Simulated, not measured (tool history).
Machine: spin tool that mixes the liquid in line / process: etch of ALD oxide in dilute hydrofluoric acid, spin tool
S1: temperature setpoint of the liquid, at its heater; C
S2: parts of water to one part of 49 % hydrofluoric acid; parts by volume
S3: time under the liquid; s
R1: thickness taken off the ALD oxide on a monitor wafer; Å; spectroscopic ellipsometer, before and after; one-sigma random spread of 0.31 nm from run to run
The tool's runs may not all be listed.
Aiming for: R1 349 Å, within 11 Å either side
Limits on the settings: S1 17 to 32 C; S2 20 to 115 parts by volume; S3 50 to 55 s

Run 1, hour 0: S1 24 C, S2 65 parts by volume, S3 50 s. Result: R1 172.79 Å.
Run 2, hour 1.1: S1 24 C, S2 65 parts by volume, S3 55 s. Result: R1 189.87 Å.
Run 3, hour 9.8: S1 24 C, S2 65 parts by volume, S3 50 s. Result: R1 172.18 Å.
Run 4, hour 13.1: S1 26 C, S2 60 parts by volume, S3 50 s. Result: R1 205.9 Å.
Run 5, hour 18.4: S1 28.5 C, S2 60 parts by volume, S3 50 s. Result: R1 224.5 Å.
Run 6, hour 24: S1 29.5 C, S2 55 parts by volume, S3 50 s. Result: R1 254.85 Å.
Run 7, hour 28.6: S1 30 C, S2 50 parts by volume, S3 50 s. Result: R1 297.23 Å.
Run 8, hour 30.6: S1 30.5 C, S2 50 parts by volume, S3 50 s. Result: R1 297.2 Å.
Run 9, hour 38.2: S1 31 C, S2 50 parts by volume, S3 50 s. Result: R1 305.26 Å.
Run 10, hour 44.7: S1 31.5 C, S2 50 parts by volume, S3 50 s. Result: R1 311.55 Å.

Of the 4 settings listed for the next run, only one would bring every result within its allowed miss of target. Which one?
Run A, hour 51.2: S1 32 C, S2 50 parts by volume, S3 50 s. Result: R1 ?.
Run B, hour 51.2: S1 30.5 C, S2 40 parts by volume, S3 50 s. Result: R1 ?.
Run C, hour 51.2: S1 30 C, S2 40 parts by volume, S3 50 s. Result: R1 ?.
Run D, hour 51.2: S1 31.5 C, S2 45 parts by volume, S3 50 s. Result: R1 ?.

move      R1
   A  317.83
   B  380.72
   C  373.26
   D  349.16
A: nearer than the last run, and not there yet
B: takes the result that was furthest off past its target
C: takes the result that was furthest off past its target
D: every result within its allowed miss
D is the move that brings every result within its allowed miss.
